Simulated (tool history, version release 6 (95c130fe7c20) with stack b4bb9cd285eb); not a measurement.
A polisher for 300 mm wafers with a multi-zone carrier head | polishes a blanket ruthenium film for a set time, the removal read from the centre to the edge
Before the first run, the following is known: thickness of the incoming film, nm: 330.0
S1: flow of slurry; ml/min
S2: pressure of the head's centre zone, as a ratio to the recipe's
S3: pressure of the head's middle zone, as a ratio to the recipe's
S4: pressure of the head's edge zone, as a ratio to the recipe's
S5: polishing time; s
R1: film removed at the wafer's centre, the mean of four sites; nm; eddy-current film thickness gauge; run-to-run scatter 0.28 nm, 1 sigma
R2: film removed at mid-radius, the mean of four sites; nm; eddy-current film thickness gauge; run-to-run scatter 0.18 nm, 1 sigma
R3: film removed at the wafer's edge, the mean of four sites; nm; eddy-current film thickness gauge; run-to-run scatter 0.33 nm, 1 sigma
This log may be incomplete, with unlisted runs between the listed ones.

{"run": 1, "hour": 0.0, "S1": 225, "S2": 1, "S3": 1, "S4": 1, "S5": 36, "R1": 39.984, "R2": 39.318, "R3": 40.264}
{"run": 2, "hour": 7.8, "S1": 215, "S2": 0.96, "S3": 0.95, "S4": 0.97, "S5": 30, "R1": 31.952, "R2": 31.354, "R3": 32.98}
{"run": 3, "hour": 16.3, "S1": 215, "S2": 0.96, "S3": 0.95, "S4": 0.97, "S5": 38, "R1": 40.692, "R2": 39.875, "R3": 42.408}
{"run": 4, "hour": 23.3, "S1": 205, "S2": 0.93, "S3": 0.91, "S4": 0.96, "S5": 32, "R1": 32.367, "R2": 31.917, "R3": 34.758}
{"run": 5, "hour": 26.2, "S1": 205, "S2": 1, "S3": 0.91, "S4": 0.96, "S5": 32, "R1": 35.424, "R2": 32.147, "R3": 35.377}
{"run": 6, "hour": 33.2, "S1": 200, "S2": 0.96, "S3": 0.89, "S4": 0.95, "S5": 28, "R1": 29.254, "R2": 27.262, "R3": 29.476}
{"run": 7, "hour": 37.4, "S1": 190, "S2": 0.93, "S3": 0.86, "S4": 0.95, "S5": 27, "R1": 27.254, "R2": 25.7, "R3": 29.106}
{"run": 8, "hour": 42.4, "S1": 185, "S2": 0.91, "S3": 0.84, "S4": 0.93, "S5": 26, "R1": 25.702, "R2": 24.006, "R3": 27.4}
{"run": 9, "hour": 43.3, "S1": 175, "S2": 0.89, "S3": 0.83, "S4": 0.91, "S5": 25, "R1": 23.189, "R2": 22.678, "R3": 25.879}

Forecast run 10:
{"run": 10, "hour": 50.5, "S1": 170, "S2": 0.89, "S3": 0.82, "S4": 0.89, "S5": 25, "R1": "?", "R2": "?", "R3": "?"}

R1: 23.21 nm
R2: 22.413 nm
R3: 26.171 nm
